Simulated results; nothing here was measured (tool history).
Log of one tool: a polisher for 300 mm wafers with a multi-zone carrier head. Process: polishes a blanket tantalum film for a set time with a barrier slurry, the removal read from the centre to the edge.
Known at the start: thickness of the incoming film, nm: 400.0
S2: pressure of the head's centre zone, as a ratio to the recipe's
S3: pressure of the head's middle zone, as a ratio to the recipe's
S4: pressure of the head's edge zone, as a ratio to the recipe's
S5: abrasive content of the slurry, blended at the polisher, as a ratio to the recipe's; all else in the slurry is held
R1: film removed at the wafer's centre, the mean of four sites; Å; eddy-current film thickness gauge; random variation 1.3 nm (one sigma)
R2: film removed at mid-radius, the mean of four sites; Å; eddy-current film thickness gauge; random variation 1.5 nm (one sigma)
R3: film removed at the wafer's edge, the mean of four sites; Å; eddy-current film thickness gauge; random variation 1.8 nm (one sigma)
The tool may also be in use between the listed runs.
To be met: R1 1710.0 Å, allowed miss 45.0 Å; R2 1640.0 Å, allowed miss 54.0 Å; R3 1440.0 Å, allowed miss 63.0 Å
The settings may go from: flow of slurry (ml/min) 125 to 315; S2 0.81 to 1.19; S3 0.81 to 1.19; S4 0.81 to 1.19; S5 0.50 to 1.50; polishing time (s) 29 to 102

Run 1, hour 0.0: flow of slurry (ml/min) 205, S2 1.00, S3 1.00, S4 1.00, S5 1.00, polishing time (s) 65. Result: R1 1361.1 Å, R2 1443.8 Å, R3 1466.5 Å.
Run 2, hour 6.0: flow of slurry (ml/min) 225, S2 1.04, S3 1.02, S4 0.97, S5 1.00, polishing time (s) 65. Result: R1 1419.2 Å, R2 1479.1 Å, R3 1446.1 Å.
Run 3, hour 14.2: flow of slurry (ml/min) 235, S2 1.08, S3 1.04, S4 0.95, S5 1.05, polishing time (s) 65. Result: R1 1522.8 Å, R2 1526.2 Å, R3 1471.7 Å.
Run 4, hour 19.1: flow of slurry (ml/min) 235, S2 1.08, S3 1.04, S4 0.95, S5 0.90, polishing time (s) 65. Result: R1 1447.1 Å, R2 1476.4 Å, R3 1368.4 Å.
Run 5, hour 21.0: flow of slurry (ml/min) 245, S2 1.11, S3 1.06, S4 0.95, S5 0.90, polishing time (s) 65. Result: R1 1495.7 Å, R2 1491.7 Å, R3 1417.2 Å.
Run 6, hour 27.6: flow of slurry (ml/min) 255, S2 1.13, S3 1.08, S4 0.93, S5 0.95, polishing time (s) 65. Result: R1 1570.0 Å, R2 1545.8 Å, R3 1426.6 Å.
Run 7, hour 35.4: flow of slurry (ml/min) 265, S2 1.15, S3 1.09, S4 0.92, S5 0.95, polishing time (s) 65. Result: R1 1601.4 Å, R2 1549.4 Å, R3 1379.1 Å.
Run 8, hour 41.6: flow of slurry (ml/min) 270, S2 1.16, S3 1.10, S4 0.93, S5 0.95, polishing time (s) 65. Result: R1 1602.2 Å, R2 1569.5 Å, R3 1419.5 Å.
Run 9, hour 46.2: flow of slurry (ml/min) 270, S2 1.17, S3 1.11, S4 0.92, S5 0.95, polishing time (s) 65. Result: R1 1621.4 Å, R2 1600.2 Å, R3 1408.6 Å.
Run 10, hour 48.1: flow of slurry (ml/min) 275, S2 1.18, S3 1.11, S4 0.92, S5 0.95, polishing time (s) 65. Result: R1 1635.8 Å, R2 1606.8 Å, R3 1423.2 Å.
Run 11, hour 51.3: flow of slurry (ml/min) 280, S2 1.18, S3 1.11, S4 0.91, S5 0.95, polishing time (s) 65. Result: R1 1639.0 Å, R2 1583.2 Å, R3 1386.7 Å.
Run 12, hour 56.3: flow of slurry (ml/min) 280, S2 1.18, S3 1.11, S4 0.91, S5 1.00, polishing time (s) 65. Result: R1 1652.1 Å, R2 1615.5 Å, R3 1451.5 Å.
Run 13, hour 65.0: flow of slurry (ml/min) 280, S2 1.18, S3 1.11, S4 0.89, S5 1.00, polishing time (s) 65. Result: R1 1651.3 Å, R2 1615.7 Å, R3 1415.7 Å.
Run 14, hour 72.2: flow of slurry (ml/min) 280, S2 1.18, S3 1.11, S4 0.88, S5 1.00, polishing time (s) 65. Result: R1 1658.9 Å, R2 1597.7 Å, R3 1358.1 Å.
Run 15, hour 75.2: flow of slurry (ml/min) 280, S2 1.18, S3 1.11, S4 0.89, S5 1.00, polishing time (s) 65. Result: R1 1673.8 Å, R2 1615.8 Å, R3 1402.0 Å.
At hour 78.8: centre zone pressure recalibrated.
Run 16, hour 78.8: flow of slurry (ml/min) 285, S2 1.19, S3 1.11, S4 0.90, S5 1.00, polishing time (s) 65. Result: R1 1808.7 Å, R2 1657.0 Å, R3 1414.6 Å.
Run 17, hour 83.3: flow of slurry (ml/min) 280, S2 1.19, S3 1.11, S4 0.90, S5 1.00, polishing time (s) 65. Result: R1 1801.3 Å, R2 1613.0 Å, R3 1427.3 Å.

Which of these 5 next moves meets every target?
Run A, hour 87.8: flow of slurry (ml/min) 290, S2 1.14, S3 1.11, S4 0.92, S5 1.00, polishing time (s) 65. Result: R1 ?, R2 ?, R3 ?.
Run B, hour 87.8: flow of slurry (ml/min) 300, S2 1.13, S3 1.19, S4 0.85, S5 1.05, polishing time (s) 62. Result: R1 ?, R2 ?, R3 ?.
Run C, hour 87.8: flow of slurry (ml/min) 270, S2 1.15, S3 1.04, S4 0.89, S5 1.10, polishing time (s) 69. Result: R1 ?, R2 ?, R3 ?.
Run D, hour 87.8: flow of slurry (ml/min) 260, S2 1.19, S3 1.12, S4 0.87, S5 0.90, polishing time (s) 70. Result: R1 ?, R2 ?, R3 ?.
Run E, hour 87.8: flow of slurry (ml/min) 285, S2 1.17, S3 1.07, S4 0.90, S5 1.05, polishing time (s) 62. Result: R1 ?, R2 ?, R3 ?.

move      R1      R2      R3
   A  1725.6  1609.2  1443.2
   B  1660.3  1657.4  1347.9
   C  1884.4  1649.6  1544.1
   D  1860.5  1675.9  1457.2
   E  1710.0  1505.9  1381.0
A: meets every target
B: takes the result that was furthest off past its target
C: further off than the last run
D: further off than the last run
E: brings the result that was furthest off to its target, and leaves another outside
Answer: A

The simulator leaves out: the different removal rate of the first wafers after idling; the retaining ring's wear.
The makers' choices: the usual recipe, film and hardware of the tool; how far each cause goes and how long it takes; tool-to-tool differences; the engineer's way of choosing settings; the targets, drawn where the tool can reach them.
